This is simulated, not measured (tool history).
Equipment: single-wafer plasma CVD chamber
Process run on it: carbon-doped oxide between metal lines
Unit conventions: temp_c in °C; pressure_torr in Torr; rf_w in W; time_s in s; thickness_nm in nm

| run | hour | temp_c | pressure_torr | rf_w | time_s | thickness_nm |
|---|---|---|---|---|---|---|
| 1 | 0 | 330 | 4.37 | 580 | 25.2 | 153.7 |
| 2 | 1.9 | 330 | 4.37 | 580 | 25.2 | 154.74 |
| 3 | 6.5 | 327 | 4.57 | 590 | 25.2 | 158.38 |
| 4 | 10 | 327 | 4.88 | 590 | 25.2 | 159.74 |
| 5 | 16.2 | 327 | 4.4 | 590 | 25.2 | 156.51 |
| 6 | 18.9 | 326 | 4.65 | 600 | 25.2 | 159.36 |
| 7 | 25.8 | 325 | 4.82 | 615 | 25.2 | 163.89 |

Run 8 has not been measured yet. What should we expect?
| 8 | 30.2 | 324 | 4.99 | 625 | 25.2 | ? |

Run 8 yielded thickness_nm 164.55 nm.
